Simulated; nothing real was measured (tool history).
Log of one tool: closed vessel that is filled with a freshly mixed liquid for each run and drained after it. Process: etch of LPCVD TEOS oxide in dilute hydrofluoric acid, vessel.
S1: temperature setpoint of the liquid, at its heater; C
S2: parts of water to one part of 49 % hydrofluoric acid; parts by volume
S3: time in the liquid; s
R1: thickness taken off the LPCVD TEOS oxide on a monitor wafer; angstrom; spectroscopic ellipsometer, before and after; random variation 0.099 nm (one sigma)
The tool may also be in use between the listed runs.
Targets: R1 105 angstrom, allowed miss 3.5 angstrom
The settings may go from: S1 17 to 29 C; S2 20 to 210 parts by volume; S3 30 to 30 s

run	hour	S1	S2	S3	R1
1	0	21	115	30	84.917
2	6.9	21	85	30	120.38
3	8.6	24	85	30	134.33
4	13	24	85	30	135.17
5	15.2	26	85	30	145.69
6	16.5	28	85	30	159.13
7	17.1	24	90	30	127.46
8	17.6	23.5	90	30	123.19
9	18.8	23	90	30	121.75
10	20.6	22.5	90	30	118.81
11	25.1	22	90	30	115.47
12	33.5	21.5	90	30	114.65

5 next moves are on the table. One of them brings every result within its allowed miss. Which?
A	41.9	24.5	90	30	?
B	41.9	21	95	30	?
C	41.9	22.5	85	30	?
D	41.9	17.5	90	30	?
E	41.9	24.5	100	30	?

move	R1
A	129.61
B	106
C	127.43
D	97.282
E	115.19
A: further off than the last run
B: meets every target
C: further off than the last run
D: takes the result that was furthest off past its target
E: further off than the last run
Answer: B

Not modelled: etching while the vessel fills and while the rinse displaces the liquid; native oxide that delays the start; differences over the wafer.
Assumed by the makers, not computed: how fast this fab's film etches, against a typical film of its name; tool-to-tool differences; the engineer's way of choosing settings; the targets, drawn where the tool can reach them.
